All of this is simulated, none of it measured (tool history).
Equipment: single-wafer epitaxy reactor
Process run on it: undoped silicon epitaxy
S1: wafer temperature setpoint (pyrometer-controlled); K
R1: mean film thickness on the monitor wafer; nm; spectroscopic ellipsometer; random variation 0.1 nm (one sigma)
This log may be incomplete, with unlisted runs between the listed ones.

Run 1, hour 0.0: S1 918.15 K, deposition time (s) 264. Result: R1 35.804 nm.
Run 2, hour 1.9: S1 920.15 K, deposition time (s) 264. Result: R1 37.577 nm.
Run 3, hour 6.7: S1 920.15 K, deposition time (s) 284. Result: R1 40.520 nm.
Run 4, hour 9.1: S1 910.15 K, deposition time (s) 284. Result: R1 31.554 nm.
Run 5, hour 10.9: S1 901.15 K, deposition time (s) 284. Result: R1 25.043 nm.
Run 6, hour 12.8: S1 910.15 K, deposition time (s) 284. Result: R1 31.454 nm.
Run 7, hour 14.0: S1 912.15 K, deposition time (s) 284. Result: R1 33.166 nm.
Run 8, hour 15.1: S1 914.15 K, deposition time (s) 284. Result: R1 34.731 nm.
Run 9, hour 16.0: S1 916.15 K, deposition time (s) 284. Result: R1 36.491 nm.
Run 10, hour 24.8: S1 917.15 K, deposition time (s) 284. Result: R1 37.582 nm.

Expected results for the next run?
Run 11, hour 25.4: S1 917.15 K, deposition time (s) 284. Result: R1 ?.

Run 11 yielded R1 37.427 nm.
